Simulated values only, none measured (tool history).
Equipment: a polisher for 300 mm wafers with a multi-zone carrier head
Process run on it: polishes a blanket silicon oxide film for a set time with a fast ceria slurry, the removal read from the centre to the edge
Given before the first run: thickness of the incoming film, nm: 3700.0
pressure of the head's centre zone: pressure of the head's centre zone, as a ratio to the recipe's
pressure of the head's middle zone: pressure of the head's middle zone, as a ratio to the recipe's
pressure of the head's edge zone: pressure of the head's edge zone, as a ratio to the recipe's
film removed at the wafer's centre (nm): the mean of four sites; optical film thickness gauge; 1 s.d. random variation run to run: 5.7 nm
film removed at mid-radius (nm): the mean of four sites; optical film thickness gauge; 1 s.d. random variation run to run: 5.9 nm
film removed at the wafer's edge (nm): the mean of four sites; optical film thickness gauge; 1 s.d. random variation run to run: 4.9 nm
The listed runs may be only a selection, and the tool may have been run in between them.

| run | hour | flow of slurry (ml/min) | pressure of the head's centre zone | pressure of the head's middle zone | pressure of the head's edge zone | polishing time (s) | film removed at the wafer's centre (nm) | film removed at mid-radius (nm) | film removed at the wafer's edge (nm) |
|---|---|---|---|---|---|---|---|---|---|
| 1 | 0 | 230 | 1 | 1 | 1 | 69 | 673.64 | 724.14 | 742.59 |
| 2 | 3.3 | 230 | 1 | 1 | 1 | 60 | 595.79 | 636.75 | 631.24 |
| 3 | 9 | 230 | 1 | 0.98 | 0.96 | 57 | 565.32 | 585 | 588.41 |
| 4 | 10.4 | 225 | 1 | 0.97 | 0.92 | 55 | 524.74 | 556.44 | 562.36 |
| 5 | 11.3 | 225 | 1 | 1.05 | 0.92 | 55 | 538.61 | 603.06 | 562.44 |
| 6 | 16.5 | 225 | 1 | 1.05 | 0.97 | 55 | 541.02 | 607.94 | 576.4 |
| 7 | 21.3 | 225 | 1.02 | 1.03 | 0.94 | 53 | 533.98 | 570.23 | 545.46 |

Run 8 has not been measured yet. What should we expect?
| 8 | 24 | 225 | 1.02 | 1.03 | 0.94 | 53 | ? | ? | ? |

{"run 8": {"film removed at the wafer's centre (nm)": 522.08, "film removed at mid-radius (nm)": 575.37, "film removed at the wafer's edge (nm)": 555.35}}
